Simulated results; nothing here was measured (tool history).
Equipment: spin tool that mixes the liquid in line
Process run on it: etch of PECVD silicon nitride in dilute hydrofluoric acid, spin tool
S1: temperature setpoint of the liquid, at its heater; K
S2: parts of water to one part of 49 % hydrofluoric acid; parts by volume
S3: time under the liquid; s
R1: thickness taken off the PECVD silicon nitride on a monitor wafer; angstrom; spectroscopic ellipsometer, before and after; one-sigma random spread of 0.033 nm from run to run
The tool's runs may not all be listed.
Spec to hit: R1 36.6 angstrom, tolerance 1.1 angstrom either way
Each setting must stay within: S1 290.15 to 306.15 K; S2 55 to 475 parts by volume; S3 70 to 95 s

run	hour	S1	S2	S3	R1
1	0	298.15	265	95	22.74
2	7.4	300.15	265	95	25.142
3	15.5	297.65	265	95	22.022
4	19.2	300.65	265	95	25.805
5	26.8	300.65	315	95	21.964
6	35	297.15	315	95	18.012
7	41.3	297.15	315	95	17.816
8	49.9	299.15	300	95	20.979
9	53.5	303.15	240	95	33.233
10	54.4	303.65	240	95	34.249

Exercise: of the 5 proposed moves below, exactly one satisfies all targets within the stated allowed misses. Which move is it?
A	55.3	305.65	255	90	?
B	55.3	306.15	240	95	?
C	55.3	304.15	225	85	?
D	55.3	304.15	220	95	?
E	55.3	302.15	210	95	?

move	R1
A	34.97
B	40.456
C	34.468
D	39.423
E	36.71
A: closes in on the targets versus the last run, not all within tolerance yet
B: moves the result that the last run missed by most past its target, out the other side
C: closes in on the targets versus the last run, not all within tolerance yet
D: moves the result that the last run missed by most past its target, out the other side
E: all results land within tolerance of their targets
The move that meets every target is E.
